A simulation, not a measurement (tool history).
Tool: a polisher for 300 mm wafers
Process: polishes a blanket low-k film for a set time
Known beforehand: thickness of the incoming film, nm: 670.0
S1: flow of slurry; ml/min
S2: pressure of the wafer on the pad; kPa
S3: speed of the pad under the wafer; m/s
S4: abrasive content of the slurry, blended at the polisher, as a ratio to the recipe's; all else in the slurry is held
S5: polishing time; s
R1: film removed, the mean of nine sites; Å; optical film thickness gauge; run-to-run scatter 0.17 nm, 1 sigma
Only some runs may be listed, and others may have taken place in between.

| run | hour | S1 | S2 | S3 | S4 | S5 | R1 |
|---|---|---|---|---|---|---|---|
| 1 | 0.0 | 125 | 15.9 | 1.16 | 1.00 | 50 | 252.18 |
| 2 | 5.5 | 125 | 15.9 | 1.16 | 1.15 | 50 | 264.69 |
| 3 | 7.2 | 125 | 15.9 | 0.88 | 1.15 | 50 | 213.88 |
| 4 | 11.0 | 145 | 15.9 | 0.88 | 1.15 | 50 | 220.88 |
| 5 | 16.5 | 150 | 15.9 | 0.88 | 1.15 | 50 | 219.56 |
| 6 | 25.5 | 150 | 15.9 | 0.88 | 1.05 | 50 | 215.73 |
| 7 | 30.4 | 155 | 15.9 | 0.88 | 1.05 | 50 | 215.33 |

Run 8, settings as shown, results not yet in. Your forecast:
| 8 | 32.3 | 160 | 15.9 | 0.88 | 1.05 | 50 | ? |

Run 8 gave R1 215.22 Å.
